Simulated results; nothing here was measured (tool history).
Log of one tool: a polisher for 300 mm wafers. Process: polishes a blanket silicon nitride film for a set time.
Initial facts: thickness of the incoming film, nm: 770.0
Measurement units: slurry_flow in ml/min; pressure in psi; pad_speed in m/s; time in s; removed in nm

{"run": 1, "hour": 0.0, "slurry_flow": 180, "pressure": 2.7, "pad_speed": 1.02, "time": 108, "removed": 121.71}
{"run": 2, "hour": 2.5, "slurry_flow": 180, "pressure": 2.6, "pad_speed": 1.02, "time": 108, "removed": 118.47}
{"run": 3, "hour": 4.3, "slurry_flow": 180, "pressure": 2.6, "pad_speed": 1.2, "time": 108, "removed": 133.87}
{"run": 4, "hour": 6.3, "slurry_flow": 180, "pressure": 2.5, "pad_speed": 1.2, "time": 108, "removed": 127.5}
{"run": 5, "hour": 12.4, "slurry_flow": 180, "pressure": 2.9, "pad_speed": 1.2, "time": 108, "removed": 147.53}
{"run": 6, "hour": 15.7, "slurry_flow": 180, "pressure": 2.8, "pad_speed": 1.2, "time": 108, "removed": 141.82}
{"run": 7, "hour": 22.2, "slurry_flow": 180, "pressure": 2.7, "pad_speed": 1.2, "time": 108, "removed": 137.94}
{"run": 8, "hour": 28.4, "slurry_flow": 180, "pressure": 2.6, "pad_speed": 1.2, "time": 108, "removed": 131.33}

Run 9 comes next. What will it give?
{"run": 9, "hour": 33.9, "slurry_flow": 165, "pressure": 1.9, "pad_speed": 1.18, "time": 108, "removed": "?"}

{"run 9": {"removed": 98.116}}

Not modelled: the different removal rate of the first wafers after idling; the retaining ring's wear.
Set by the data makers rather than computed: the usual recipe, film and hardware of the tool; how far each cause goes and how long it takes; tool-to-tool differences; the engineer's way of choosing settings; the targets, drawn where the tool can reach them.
